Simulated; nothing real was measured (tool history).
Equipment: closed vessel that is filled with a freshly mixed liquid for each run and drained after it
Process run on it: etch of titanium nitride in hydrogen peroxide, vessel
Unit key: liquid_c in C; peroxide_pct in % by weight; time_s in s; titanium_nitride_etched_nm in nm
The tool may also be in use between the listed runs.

| run | hour | liquid_c | peroxide_pct | time_s | titanium_nitride_etched_nm |
|---|---|---|---|---|---|
| 1 | 0.0 | 54.0 | 21.0 | 190 | 13.343 |
| 2 | 0.5 | 56.0 | 21.0 | 190 | 15.233 |
| 3 | 6.5 | 56.0 | 17.5 | 190 | 14.697 |
| 4 | 8.9 | 57.5 | 17.5 | 190 | 16.261 |
| 5 | 10.8 | 58.5 | 17.5 | 190 | 17.462 |
| 6 | 17.2 | 58.5 | 17.5 | 190 | 17.410 |
| 7 | 26.2 | 59.5 | 17.5 | 190 | 18.838 |

Run 8 has not been measured yet. What should we expect?
| 8 | 29.2 | 60.0 | 17.5 | 190 | ? |

titanium_nitride_etched_nm: 19.327 nm
